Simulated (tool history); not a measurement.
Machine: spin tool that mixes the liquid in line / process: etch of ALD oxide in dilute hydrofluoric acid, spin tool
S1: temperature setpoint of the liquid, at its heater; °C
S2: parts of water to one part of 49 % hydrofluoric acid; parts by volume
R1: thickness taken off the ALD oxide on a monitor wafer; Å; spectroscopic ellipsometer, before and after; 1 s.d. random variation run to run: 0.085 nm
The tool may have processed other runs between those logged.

{"run": 1, "hour": 0.0, "S1": 22.0, "S2": 130, "time under the liquid (s)": 95, "R1": 61.631}
{"run": 2, "hour": 8.5, "S1": 22.0, "S2": 130, "time under the liquid (s)": 70, "R1": 45.934}
{"run": 3, "hour": 16.6, "S1": 22.0, "S2": 160, "time under the liquid (s)": 70, "R1": 35.197}
{"run": 4, "hour": 21.6, "S1": 22.0, "S2": 160, "time under the liquid (s)": 95, "R1": 48.757}
{"run": 5, "hour": 24.2, "S1": 22.0, "S2": 160, "time under the liquid (s)": 70, "R1": 35.854}
{"run": 6, "hour": 27.0, "S1": 24.5, "S2": 125, "time under the liquid (s)": 70, "R1": 52.172}

Run 7 is up next; what results do you expect?
{"run": 7, "hour": 35.2, "S1": 26.0, "S2": 95, "time under the liquid (s)": 70, "R1": "?"}

{"run 7": {"R1": 76.779}}
